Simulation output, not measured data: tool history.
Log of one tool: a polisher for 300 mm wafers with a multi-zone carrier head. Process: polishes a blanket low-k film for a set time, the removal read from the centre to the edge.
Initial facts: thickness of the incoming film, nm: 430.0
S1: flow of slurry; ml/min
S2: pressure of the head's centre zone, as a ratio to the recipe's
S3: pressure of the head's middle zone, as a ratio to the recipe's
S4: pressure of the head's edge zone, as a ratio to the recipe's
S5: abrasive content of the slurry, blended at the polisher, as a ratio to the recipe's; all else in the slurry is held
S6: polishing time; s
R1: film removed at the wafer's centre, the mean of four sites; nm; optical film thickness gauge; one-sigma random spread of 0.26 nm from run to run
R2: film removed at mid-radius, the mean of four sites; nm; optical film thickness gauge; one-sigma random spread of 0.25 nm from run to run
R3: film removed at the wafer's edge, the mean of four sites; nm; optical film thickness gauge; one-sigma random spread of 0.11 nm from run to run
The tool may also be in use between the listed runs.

Run 1, hour 0.0: S1 145 ml/min, S2 1.00, S3 1.00, S4 1.00, S5 1.00, S6 64 s. Result: R1 25.206 nm, R2 23.348 nm, R3 23.273 nm.
Run 2, hour 1.7: S1 140 ml/min, S2 0.99, S3 0.99, S4 0.96, S5 0.90, S6 64 s. Result: R1 23.608 nm, R2 21.861 nm, R3 21.738 nm.
Run 3, hour 4.6: S1 135 ml/min, S2 0.99, S3 0.99, S4 0.93, S5 0.80, S6 64 s. Result: R1 22.012 nm, R2 20.439 nm, R3 20.048 nm.
Run 4, hour 8.6: S1 125 ml/min, S2 0.99, S3 0.98, S4 0.90, S5 0.75, S6 64 s. Result: R1 21.408 nm, R2 19.477 nm, R3 19.079 nm.
Run 5, hour 13.3: S1 120 ml/min, S2 0.98, S3 0.98, S4 0.88, S5 0.75, S6 64 s. Result: R1 20.349 nm, R2 18.865 nm, R3 18.683 nm.
Run 6, hour 14.0: S1 120 ml/min, S2 0.93, S3 0.98, S4 0.88, S5 0.75, S6 64 s. Result: R1 19.296 nm, R2 18.878 nm, R3 18.732 nm.
Run 7, hour 17.4: S1 115 ml/min, S2 0.95, S3 0.98, S4 0.86, S5 0.75, S6 64 s. Result: R1 19.463 nm, R2 19.094 nm, R3 18.546 nm.

For run 8, what comes out?
Run 8, hour 22.5: S1 105 ml/min, S2 1.02, S3 0.94, S4 0.81, S5 0.60, S6 64 s. Result: R1 ?, R2 ?, R3 ?.

R1: 17.595 nm
R2: 16.155 nm
R3: 15.776 nm
